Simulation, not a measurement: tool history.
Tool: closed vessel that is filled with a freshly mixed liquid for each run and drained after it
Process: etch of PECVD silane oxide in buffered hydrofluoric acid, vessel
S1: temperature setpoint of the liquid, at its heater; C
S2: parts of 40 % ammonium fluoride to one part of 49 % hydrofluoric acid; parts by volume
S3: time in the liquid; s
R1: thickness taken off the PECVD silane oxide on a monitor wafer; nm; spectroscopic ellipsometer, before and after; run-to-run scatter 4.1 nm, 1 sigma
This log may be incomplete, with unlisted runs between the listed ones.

run,hour,S1,S2,S3,R1
1,0,24,21,100,146.44
2,3.8,26,21,100,165.59
3,5.3,27,18.5,100,193.18
4,6.4,24.5,18.5,100,167.29
5,12.5,26,16.5,100,202.33
6,13.6,26,13.5,100,247.93
7,20.4,27,13,100,264.77
8,29.4,28,12.5,100,291.41
9,35.5,28.5,12,100,313.92
10,42.6,29,12,100,324.28
11,43.4,29,12,100,326.83
12,45.8,29.5,12,100,333.52
13,51.2,30,12,100,345.42
14,58.4,30.5,12,100,346.85

What does the tool deliver on the next run?
15,65.3,31,11.5,100,?

R1: 374.09 nm
